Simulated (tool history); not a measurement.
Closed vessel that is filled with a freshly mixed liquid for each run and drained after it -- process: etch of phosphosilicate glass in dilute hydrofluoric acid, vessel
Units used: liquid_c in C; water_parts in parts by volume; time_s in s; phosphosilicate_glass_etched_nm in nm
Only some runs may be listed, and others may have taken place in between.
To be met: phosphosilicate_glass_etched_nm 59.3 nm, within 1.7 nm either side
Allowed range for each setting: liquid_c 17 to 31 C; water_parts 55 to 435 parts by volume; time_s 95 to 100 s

| run | hour | liquid_c | water_parts | time_s | phosphosilicate_glass_etched_nm |
|---|---|---|---|---|---|
| 1 | 0 | 23 | 245 | 95 | 30.967 |
| 2 | 4.2 | 24.5 | 230 | 95 | 35.073 |
| 3 | 8.5 | 27.5 | 230 | 95 | 39.177 |
| 4 | 12.7 | 27.5 | 230 | 95 | 39.04 |
| 5 | 19.5 | 27.5 | 290 | 95 | 29.295 |
| 6 | 26.3 | 28 | 265 | 95 | 33.567 |
| 7 | 34 | 31 | 170 | 95 | 65.023 |
| 8 | 35.9 | 30.5 | 170 | 95 | 63.309 |
| 9 | 42 | 30 | 170 | 95 | 61.909 |
| 10 | 48.9 | 30 | 170 | 95 | 62.608 |
| 11 | 50.1 | 29.5 | 170 | 95 | 61.401 |

Which one of the following 4 next-run settings gets every result inside its allowed miss? There is exactly one.
| A | 51.3 | 31 | 180 | 100 | ? |
| B | 51.3 | 27.5 | 175 | 95 | ? |
| C | 51.3 | 31 | 195 | 95 | ? |
| D | 51.3 | 31 | 190 | 100 | ? |

| move | phosphosilicate_glass_etched_nm |
|---|---|
| A | 63.413 |
| B | 55.073 |
| C | 54.556 |
| D | 59.313 |
A: misses by more than the last run did
B: carries the result that was furthest off beyond its target, to the other side
C: carries the result that was furthest off beyond its target, to the other side
D: all results land within tolerance of their targets
Move D is the one to make.
